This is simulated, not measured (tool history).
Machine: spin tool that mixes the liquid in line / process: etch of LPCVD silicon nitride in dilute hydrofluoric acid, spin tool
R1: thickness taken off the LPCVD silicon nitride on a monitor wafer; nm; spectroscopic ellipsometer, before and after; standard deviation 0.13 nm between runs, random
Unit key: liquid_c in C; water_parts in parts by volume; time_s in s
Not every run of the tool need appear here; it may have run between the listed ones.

Run 1, hour 0: liquid_c 21 C, water_parts 70 parts by volume, time_s 315 s. Result: R1 2.0698 nm.
Run 2, hour 2.3: liquid_c 21 C, water_parts 85 parts by volume, time_s 315 s. Result: R1 1.6071 nm.
Run 3, hour 3.9: liquid_c 23 C, water_parts 70 parts by volume, time_s 320 s. Result: R1 2.3498 nm.
Run 4, hour 12.8: liquid_c 24.5 C, water_parts 55 parts by volume, time_s 325 s. Result: R1 3.2596 nm.
Run 5, hour 14.2: liquid_c 21.5 C, water_parts 55 parts by volume, time_s 325 s. Result: R1 2.747 nm.
Run 6, hour 20: liquid_c 21.5 C, water_parts 55 parts by volume, time_s 335 s. Result: R1 2.8404 nm.
Run 7, hour 25.3: liquid_c 23.5 C, water_parts 45 parts by volume, time_s 335 s. Result: R1 3.8085 nm.

Estimate the outcome of run 8 from the log above:
Run 8, hour 30.4: liquid_c 27.5 C, water_parts 30 parts by volume, time_s 335 s. Result: R1 ?.

{"run 8": {"R1": 7.6528}}
